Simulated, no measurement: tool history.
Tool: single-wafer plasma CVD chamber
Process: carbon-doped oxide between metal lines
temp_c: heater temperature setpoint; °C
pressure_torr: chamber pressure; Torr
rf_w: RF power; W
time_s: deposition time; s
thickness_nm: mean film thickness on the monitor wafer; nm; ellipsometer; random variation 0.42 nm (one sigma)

Run 1, day 0.000: temp_c 335 °C, pressure_torr 5.56 Torr, rf_w 515 W, time_s 25.6 s. Result: thickness_nm 147.67 nm.
Run 2, day 0.304: temp_c 343 °C, pressure_torr 5.56 Torr, rf_w 515 W, time_s 25.6 s. Result: thickness_nm 143.39 nm.
Run 3, day 0.488: temp_c 336 °C, pressure_torr 5.56 Torr, rf_w 515 W, time_s 25.6 s. Result: thickness_nm 146.65 nm.
Run 4, day 0.529: temp_c 341 °C, pressure_torr 5.28 Torr, rf_w 510 W, time_s 25.6 s. Result: thickness_nm 142.78 nm.
Run 5, day 0.679: temp_c 345 °C, pressure_torr 5.10 Torr, rf_w 505 W, time_s 25.6 s. Result: thickness_nm 138.56 nm.
Run 6, day 1.021: temp_c 345 °C, pressure_torr 5.10 Torr, rf_w 570 W, time_s 25.6 s. Result: thickness_nm 153.82 nm.

Run 7 comes next. What will it give?
Run 7, day 1.233: temp_c 348 °C, pressure_torr 4.82 Torr, rf_w 555 W, time_s 25.6 s. Result: thickness_nm ?.

Run 7 gave thickness_nm 148.82 nm.
